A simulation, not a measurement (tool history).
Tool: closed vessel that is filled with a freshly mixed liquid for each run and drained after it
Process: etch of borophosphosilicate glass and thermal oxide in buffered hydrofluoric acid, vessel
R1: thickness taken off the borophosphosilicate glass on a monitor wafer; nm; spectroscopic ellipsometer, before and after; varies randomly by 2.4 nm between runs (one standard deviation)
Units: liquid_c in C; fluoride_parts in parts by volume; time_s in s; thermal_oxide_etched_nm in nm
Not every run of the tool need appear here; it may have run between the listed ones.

run 1 day=0 | liquid_c=22 fluoride_parts=15.5 time_s=60 | R1=76.788 thermal_oxide_etched_nm=41.437
run 2 day=0.258 | liquid_c=22 fluoride_parts=12.5 time_s=60 | R1=94.931 thermal_oxide_etched_nm=50.982
run 3 day=0.642 | liquid_c=23 fluoride_parts=11.5 time_s=60 | R1=110.66 thermal_oxide_etched_nm=58.223
run 4 day=0.933 | liquid_c=20.5 fluoride_parts=11.5 time_s=60 | R1=95.793 thermal_oxide_etched_nm=50.989
run 5 day=1.158 | liquid_c=20.5 fluoride_parts=11.5 time_s=35 | R1=56.185 thermal_oxide_etched_nm=29.735
run 6 day=1.504 | liquid_c=21.5 fluoride_parts=11 time_s=40 | R1=70.939 thermal_oxide_etched_nm=37.396
run 7 day=1.542 | liquid_c=22.5 fluoride_parts=10.5 time_s=45 | R1=86.774 thermal_oxide_etched_nm=46.472
run 8 day=1.925 | liquid_c=23.5 fluoride_parts=10 time_s=45 | R1=98.411 thermal_oxide_etched_nm=51.653
run 9 day=2.088 | liquid_c=24.5 fluoride_parts=9.5 time_s=45 | R1=105.32 thermal_oxide_etched_nm=56.317
run 10 day=2.329 | liquid_c=25 fluoride_parts=9 time_s=45 | R1=112.14 thermal_oxide_etched_nm=59.846
run 11 day=2.571 | liquid_c=25 fluoride_parts=9 time_s=45 | R1=111.43 thermal_oxide_etched_nm=59.427
run 12 day=2.946 | liquid_c=25.5 fluoride_parts=8.5 time_s=45 | R1=123.58 thermal_oxide_etched_nm=65.552
run 13 day=3.092 | liquid_c=26 fluoride_parts=8 time_s=45 | R1=136.02 thermal_oxide_etched_nm=71.752
run 14 day=3.133 | liquid_c=26.5 fluoride_parts=8 time_s=45 | R1=135.99 thermal_oxide_etched_nm=73.203
run 15 day=3.192 | liquid_c=27 fluoride_parts=8 time_s=45 | R1=142.55 thermal_oxide_etched_nm=75.681
run 16 day=3.458 | liquid_c=27.5 fluoride_parts=8 time_s=45 | R1=145.47 thermal_oxide_etched_nm=77.969
run 17 day=3.558 | liquid_c=28 fluoride_parts=8 time_s=45 | R1=148.59 thermal_oxide_etched_nm=79.734
run 18 day=3.733 | liquid_c=29 fluoride_parts=7 time_s=55 | R1=224.93 thermal_oxide_etched_nm=118.92

The next listed run, before its measurement:
run 19 day=4.096 | liquid_c=29.5 fluoride_parts=6.5 time_s=55 | R1=? thermal_oxide_etched_nm=?

R1: 241.13 nm
thermal_oxide_etched_nm: 130.66 nm

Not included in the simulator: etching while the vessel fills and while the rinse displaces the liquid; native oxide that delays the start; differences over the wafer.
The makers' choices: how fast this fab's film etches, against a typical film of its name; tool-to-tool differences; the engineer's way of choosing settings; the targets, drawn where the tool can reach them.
